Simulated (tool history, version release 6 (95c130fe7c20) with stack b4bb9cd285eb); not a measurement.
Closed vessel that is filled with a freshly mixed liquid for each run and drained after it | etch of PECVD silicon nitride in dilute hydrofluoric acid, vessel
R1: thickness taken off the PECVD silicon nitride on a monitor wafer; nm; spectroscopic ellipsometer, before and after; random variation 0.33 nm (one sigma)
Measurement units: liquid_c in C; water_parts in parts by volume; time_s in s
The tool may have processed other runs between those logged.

{"run": 1, "hour": 0.0, "liquid_c": 21.0, "water_parts": 185, "time_s": 2850, "R1": 38.8}
{"run": 2, "hour": 2.5, "liquid_c": 22.5, "water_parts": 170, "time_s": 2850, "R1": 46.623}
{"run": 3, "hour": 4.4, "liquid_c": 22.5, "water_parts": 170, "time_s": 2850, "R1": 46.648}
{"run": 4, "hour": 10.4, "liquid_c": 24.0, "water_parts": 160, "time_s": 2850, "R1": 54.479}
{"run": 5, "hour": 20.0, "liquid_c": 24.0, "water_parts": 160, "time_s": 3060, "R1": 58.268}
{"run": 6, "hour": 28.4, "liquid_c": 22.5, "water_parts": 160, "time_s": 3060, "R1": 53.034}
{"run": 7, "hour": 37.8, "liquid_c": 24.0, "water_parts": 155, "time_s": 3060, "R1": 60.143}

Run 8, settings as shown, results not yet in. Your forecast:
{"run": 8, "hour": 41.3, "liquid_c": 28.0, "water_parts": 120, "time_s": 3060, "R1": "?"}

For run 8 the tool returned R1 100.360 nm.

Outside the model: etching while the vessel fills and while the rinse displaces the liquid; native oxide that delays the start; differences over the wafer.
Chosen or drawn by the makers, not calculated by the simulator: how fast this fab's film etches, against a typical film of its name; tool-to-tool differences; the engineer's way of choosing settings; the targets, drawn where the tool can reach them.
